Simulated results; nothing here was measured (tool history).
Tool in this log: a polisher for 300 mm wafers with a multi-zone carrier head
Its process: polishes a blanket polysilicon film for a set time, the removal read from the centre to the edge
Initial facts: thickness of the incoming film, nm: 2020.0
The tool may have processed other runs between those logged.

run	hour	flow of slurry (ml/min)	pressure of the head's centre zone	pressure of the head's middle zone	pressure of the head's edge zone	polishing time (s)	film removed at the wafer's centre (nm)	film removed at mid-radius (nm)	film removed at the wafer's edge (nm)
1	0.0	245	1.00	1.00	1.00	44	288.71	278.20	288.32
2	2.3	245	1.00	1.00	1.00	50	330.77	318.04	324.22
3	10.4	240	1.00	0.99	0.98	49	318.68	306.11	319.02
4	16.3	240	1.00	1.02	0.98	49	320.61	315.53	315.68
5	19.3	240	1.00	0.93	0.98	49	317.91	284.89	319.79
6	24.4	245	1.00	0.93	0.97	47	306.84	286.84	300.75
7	31.2	235	1.00	0.92	0.96	46	298.54	266.45	292.22
8	38.1	235	0.99	0.92	0.94	45	289.43	265.31	283.26
9	45.1	235	0.99	0.92	0.94	45	290.50	267.77	283.64
10	50.8	230	0.99	0.91	0.93	44	287.02	253.23	280.52

Run 11 is up next; what results do you expect?
11	58.2	235	0.99	0.91	0.92	43	?	?	?

film removed at the wafer's centre (nm): 274.21
film removed at mid-radius (nm): 255.49
film removed at the wafer's edge (nm): 267.34

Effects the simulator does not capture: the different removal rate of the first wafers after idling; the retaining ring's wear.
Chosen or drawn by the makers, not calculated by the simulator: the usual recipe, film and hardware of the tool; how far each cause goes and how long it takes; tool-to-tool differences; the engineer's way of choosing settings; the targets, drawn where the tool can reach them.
